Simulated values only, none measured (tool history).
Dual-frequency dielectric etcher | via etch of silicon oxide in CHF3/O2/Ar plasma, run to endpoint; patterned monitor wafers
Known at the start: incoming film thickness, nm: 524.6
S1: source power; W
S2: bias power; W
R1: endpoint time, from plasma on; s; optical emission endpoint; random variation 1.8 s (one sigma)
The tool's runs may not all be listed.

Run 1, hour 0: S1 710 W, S2 119 W. Result: R1 293.27 s.
Run 2, hour 4.6: S1 580 W, S2 119 W. Result: R1 321.35 s.
Run 3, hour 6.9: S1 470 W, S2 119 W. Result: R1 353.05 s.
Run 4, hour 14.4: S1 470 W, S2 137 W. Result: R1 337.78 s.
Run 5, hour 20.3: S1 500 W, S2 138 W. Result: R1 324.32 s.
Run 6, hour 28.1: S1 510 W, S2 138 W. Result: R1 322.27 s.

Run 7 comes next. What will it give?
Run 7, hour 28.8: S1 520 W, S2 138 W. Result: R1 ?.

{"run 7": {"R1": 321.65}}

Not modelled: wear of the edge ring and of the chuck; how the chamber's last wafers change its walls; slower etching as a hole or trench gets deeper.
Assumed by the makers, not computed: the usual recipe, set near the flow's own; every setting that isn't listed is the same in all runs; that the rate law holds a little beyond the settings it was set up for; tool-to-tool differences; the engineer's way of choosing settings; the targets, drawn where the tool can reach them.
